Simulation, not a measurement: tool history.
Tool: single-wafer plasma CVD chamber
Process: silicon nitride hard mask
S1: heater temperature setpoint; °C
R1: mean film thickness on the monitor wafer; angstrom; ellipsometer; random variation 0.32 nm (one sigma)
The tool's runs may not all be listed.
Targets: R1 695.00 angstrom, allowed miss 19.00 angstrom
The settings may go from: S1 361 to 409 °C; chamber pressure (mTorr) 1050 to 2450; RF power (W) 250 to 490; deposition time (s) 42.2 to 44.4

{"run": 1, "day": 0.0, "S1": 385, "chamber pressure (mTorr)": 1750, "RF power (W)": 370, "deposition time (s)": 44.4, "R1": 585.52}
{"run": 2, "day": 0.058, "S1": 385, "chamber pressure (mTorr)": 1750, "RF power (W)": 370, "deposition time (s)": 42.2, "R1": 555.64}
{"run": 3, "day": 0.425, "S1": 385, "chamber pressure (mTorr)": 1800, "RF power (W)": 380, "deposition time (s)": 42.4, "R1": 580.63}
{"run": 4, "day": 0.55, "S1": 385, "chamber pressure (mTorr)": 1860, "RF power (W)": 385, "deposition time (s)": 42.5, "R1": 596.15}
{"run": 5, "day": 0.738, "S1": 385, "chamber pressure (mTorr)": 1920, "RF power (W)": 390, "deposition time (s)": 42.5, "R1": 603.48}
{"run": 6, "day": 1.0, "S1": 379, "chamber pressure (mTorr)": 1920, "RF power (W)": 390, "deposition time (s)": 42.5, "R1": 606.28}
{"run": 7, "day": 1.062, "S1": 379, "chamber pressure (mTorr)": 1970, "RF power (W)": 395, "deposition time (s)": 42.6, "R1": 620.02}
{"run": 8, "day": 1.15, "S1": 379, "chamber pressure (mTorr)": 2010, "RF power (W)": 400, "deposition time (s)": 42.6, "R1": 631.06}
{"run": 9, "day": 1.496, "S1": 379, "chamber pressure (mTorr)": 2050, "RF power (W)": 405, "deposition time (s)": 42.6, "R1": 634.81}
{"run": 10, "day": 1.596, "S1": 379, "chamber pressure (mTorr)": 2080, "RF power (W)": 410, "deposition time (s)": 42.7, "R1": 652.38}
{"run": 11, "day": 1.958, "S1": 379, "chamber pressure (mTorr)": 2110, "RF power (W)": 410, "deposition time (s)": 42.7, "R1": 652.95}
{"run": 12, "day": 2.058, "S1": 379, "chamber pressure (mTorr)": 2140, "RF power (W)": 410, "deposition time (s)": 42.7, "R1": 658.6}
{"run": 13, "day": 2.346, "S1": 379, "chamber pressure (mTorr)": 2160, "RF power (W)": 410, "deposition time (s)": 42.7, "R1": 655.78}
{"run": 14, "day": 2.658, "S1": 379, "chamber pressure (mTorr)": 2180, "RF power (W)": 410, "deposition time (s)": 42.7, "R1": 657.75}
{"run": 15, "day": 2.983, "S1": 379, "chamber pressure (mTorr)": 2200, "RF power (W)": 410, "deposition time (s)": 42.7, "R1": 658.59}
{"run": 16, "day": 3.025, "S1": 379, "chamber pressure (mTorr)": 2220, "RF power (W)": 410, "deposition time (s)": 42.7, "R1": 660.91}

5 next moves are on the table. One of them brings every result within its allowed miss. Which?
{"run": "A", "day": 3.067, "S1": 380, "chamber pressure (mTorr)": 2280, "RF power (W)": 405, "deposition time (s)": 42.2, "R1": "?"}
{"run": "B", "day": 3.067, "S1": 378, "chamber pressure (mTorr)": 2130, "RF power (W)": 410, "deposition time (s)": 42.2, "R1": "?"}
{"run": "C", "day": 3.067, "S1": 386, "chamber pressure (mTorr)": 2080, "RF power (W)": 425, "deposition time (s)": 44.4, "R1": "?"}
{"run": "D", "day": 3.067, "S1": 376, "chamber pressure (mTorr)": 2420, "RF power (W)": 360, "deposition time (s)": 44.4, "R1": "?"}
{"run": "E", "day": 3.067, "S1": 377, "chamber pressure (mTorr)": 2180, "RF power (W)": 375, "deposition time (s)": 42.2, "R1": "?"}

move=A R1=650.72
move=B R1=643.81
move=C R1=688.49
move=D R1=633.30
move=E R1=604.99
A: further off than the last run
B: further off than the last run
C: meets every target
D: further off than the last run
E: further off than the last run
Move C is the one to make.

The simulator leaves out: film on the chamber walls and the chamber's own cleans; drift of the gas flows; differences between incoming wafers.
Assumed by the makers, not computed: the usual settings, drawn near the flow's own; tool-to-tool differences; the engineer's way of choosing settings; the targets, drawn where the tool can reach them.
